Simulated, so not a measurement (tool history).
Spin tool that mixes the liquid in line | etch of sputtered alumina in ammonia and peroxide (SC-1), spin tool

run  hour  temperature setpoint of the liquid (K)  parts of 29 % ammonia solution to one part of 30 % peroxide (parts by volume)  time under the liquid (s)  thickness taken off the sputtered alumina on a monitor wafer (angstrom)
  1     0                                  322.15                                                                              1                        230                                                                   164.58
  2   8.5                                  322.15                                                                              1                        250                                                                   179.78
  3  10.1                                  325.15                                                                              1                        250                                                                   211.41
  4  15.7                                  320.15                                                                           0.85                        250                                                                   157.72
  5  23.7                                  320.15                                                                              1                        250                                                                    160.8
  6  31.1                                  317.15                                                                              1                        250                                                                   136.45

Forecast run 7:
  7    34                                  315.15                                                                              1                        250                                                                        ?

Run 7 gave thickness taken off the sputtered alumina on a monitor wafer (angstrom) 120.77.
